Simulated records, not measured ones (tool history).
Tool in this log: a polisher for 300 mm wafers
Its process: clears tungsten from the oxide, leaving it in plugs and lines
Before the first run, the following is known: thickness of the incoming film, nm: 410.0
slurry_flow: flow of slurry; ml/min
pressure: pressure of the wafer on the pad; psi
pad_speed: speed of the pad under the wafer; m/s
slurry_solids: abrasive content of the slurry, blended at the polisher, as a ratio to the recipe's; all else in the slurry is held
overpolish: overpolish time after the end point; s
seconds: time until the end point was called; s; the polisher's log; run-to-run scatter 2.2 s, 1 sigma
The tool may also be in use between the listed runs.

run	hour	slurry_flow	pressure	pad_speed	slurry_solids	overpolish	seconds
1	0	245	4	0.84	1	4	89.206
2	1	305	4	0.84	1	4	85.517
3	7.5	300	3.2	0.8	1	4	105.45
4	12.8	300	3.2	0.8	0.9	4	110.32
# hour 16.9: head pressure recalibrated
5	16.9	300	3.2	0.8	0.8	4	122.15
6	19.6	300	3.2	0.8	0.8	4	121.61

What will run 7 give?
7	22.1	295	2.7	0.78	0.8	4	?

{"run 7": {"seconds": 138.88}}

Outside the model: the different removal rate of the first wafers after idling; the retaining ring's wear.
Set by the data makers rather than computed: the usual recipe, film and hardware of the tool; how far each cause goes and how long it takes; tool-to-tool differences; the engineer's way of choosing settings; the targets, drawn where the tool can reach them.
